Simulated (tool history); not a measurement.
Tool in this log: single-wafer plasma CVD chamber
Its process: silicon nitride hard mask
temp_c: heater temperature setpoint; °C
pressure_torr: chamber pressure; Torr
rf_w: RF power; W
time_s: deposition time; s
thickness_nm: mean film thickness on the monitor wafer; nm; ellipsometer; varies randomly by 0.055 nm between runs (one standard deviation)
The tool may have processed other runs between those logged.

| run | hour | temp_c | pressure_torr | rf_w | time_s | thickness_nm |
|---|---|---|---|---|---|---|
| 1 | 0 | 410 | 1.53 | 305 | 19 | 20.886 |
| 2 | 2.9 | 410 | 1.38 | 285 | 18.9 | 18.993 |
| 3 | 5.8 | 410 | 1.51 | 285 | 18.9 | 19.872 |
| 4 | 10 | 410 | 1.51 | 285 | 18 | 18.837 |
|  | 11.8 | RF generator calibrated |
| 5 | 11.8 | 410 | 1.31 | 285 | 18 | 18.127 |
| 6 | 18.4 | 410 | 1.31 | 330 | 18 | 19.95 |
| 7 | 20.6 | 410 | 1.31 | 330 | 18 | 19.998 |

Expected results for the next run?
| 8 | 21.2 | 410 | 1.2 | 315 | 18 | ? |

{"run 8": {"thickness_nm": 18.526}}

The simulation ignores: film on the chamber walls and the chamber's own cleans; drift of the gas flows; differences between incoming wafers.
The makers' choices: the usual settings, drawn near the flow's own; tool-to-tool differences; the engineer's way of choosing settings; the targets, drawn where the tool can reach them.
